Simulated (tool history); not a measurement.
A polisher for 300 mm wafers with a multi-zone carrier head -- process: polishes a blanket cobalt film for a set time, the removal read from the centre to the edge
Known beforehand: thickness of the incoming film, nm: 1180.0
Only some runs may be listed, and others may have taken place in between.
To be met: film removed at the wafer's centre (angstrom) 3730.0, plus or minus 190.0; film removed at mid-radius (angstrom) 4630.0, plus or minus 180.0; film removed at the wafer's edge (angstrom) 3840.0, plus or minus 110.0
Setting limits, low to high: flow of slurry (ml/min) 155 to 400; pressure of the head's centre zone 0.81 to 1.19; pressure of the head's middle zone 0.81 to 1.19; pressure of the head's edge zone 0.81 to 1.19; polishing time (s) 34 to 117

run  hour  flow of slurry (ml/min)  pressure of the head's centre zone  pressure of the head's middle zone  pressure of the head's edge zone  polishing time (s)  film removed at the wafer's centre (angstrom)  film removed at mid-radius (angstrom)  film removed at the wafer's edge (angstrom)
  1   0.0                      255                                1.00                                1.00                              1.00                  75                                         3652.8                                 3755.1                                       3688.1
  2   4.6                      265                                1.00                                1.04                              1.00                  75                                         3703.5                                 3863.3                                       3728.4
  3  10.8                      265                                1.00                                1.04                              1.00                  66                                         3191.3                                 3441.9                                       3205.7
  4  19.7                      275                                0.99                                1.07                              0.99                  69                                         3497.3                                 3676.8                                       3319.9
  5  27.9                      275                                0.99                                1.00                              0.99                  69                                         3376.7                                 3557.0                                       3398.2
  6  34.0                      245                                0.99                                1.00                              0.99                  69                                         3347.7                                 3427.9                                       3315.1
  7  38.0                      270                                0.98                                1.04                              1.00                  70                                         3493.6                                 3645.6                                       3440.5
  8  38.9                      300                                0.95                                1.07                              1.01                  70                                         3458.8                                 3746.9                                       3447.0
  9  39.8                      315                                0.92                                1.10                              1.01                  72                                         3424.1                                 4111.5                                       3586.6
 10  45.4                      325                                0.92                                1.12                              1.02                  73                                         3516.8                                 4122.8                                       3691.6

5 next moves are on the table. One of them brings every result within its allowed miss. Which?
  A  51.0                      350                                0.81                                1.17                              1.01                  76                                              ?                                      ?                                            ?
  B  51.0                      325                                0.92                                1.18                              0.96                  78                                              ?                                      ?                                            ?
  C  51.0                      290                                0.97                                1.17                              1.02                  74                                              ?                                      ?                                            ?
  D  51.0                      245                                0.84                                1.19                              0.81                  80                                              ?                                      ?                                            ?
  E  51.0                      350                                1.01                                1.05                              0.95                  69                                              ?                                      ?                                            ?

move  film removed at the wafer's centre (angstrom)  film removed at mid-radius (angstrom)  film removed at the wafer's edge (angstrom)
   A                                         3322.7                                 4527.9                                       3788.5
   B                                         3724.8                                 4648.0                                       3774.4
   C                                         3633.3                                 4325.6                                       3654.5
   D                                         3444.1                                 4654.2                                       3497.2
   E                                         3564.1                                 3743.9                                       3345.6
A: gets the furthest-off result to its target, but another result is out of tolerance
B: all results land within tolerance of their targets
C: closes in on the targets versus the last run, not all within tolerance yet
D: gets the furthest-off result to its target, but another result is out of tolerance
E: the biggest miss grows against the last run
Go with B: it meets all targets.
